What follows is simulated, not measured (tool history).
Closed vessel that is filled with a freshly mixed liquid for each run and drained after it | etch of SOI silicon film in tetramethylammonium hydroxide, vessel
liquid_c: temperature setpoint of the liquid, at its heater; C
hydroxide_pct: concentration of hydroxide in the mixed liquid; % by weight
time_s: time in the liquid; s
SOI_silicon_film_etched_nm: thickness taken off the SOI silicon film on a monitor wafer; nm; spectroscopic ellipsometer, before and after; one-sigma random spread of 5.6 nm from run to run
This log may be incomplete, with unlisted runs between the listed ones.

run,hour,liquid_c,hydroxide_pct,time_s,SOI_silicon_film_etched_nm
1,0.0,69.0,10.5,85,592.66
2,1.1,69.0,10.5,95,659.84
3,9.6,69.5,10.5,95,678.51
4,18.4,69.5,11.5,95,655.71
5,27.0,69.5,11.5,85,586.14
6,32.3,74.5,11.5,85,789.12
7,40.0,75.0,11.5,85,804.83
8,44.5,75.5,11.5,85,828.18

Run 9 has not been measured yet. What should we expect?
9,53.0,76.0,11.5,85,?

{"run 9": {"SOI_silicon_film_etched_nm": 852.2}}
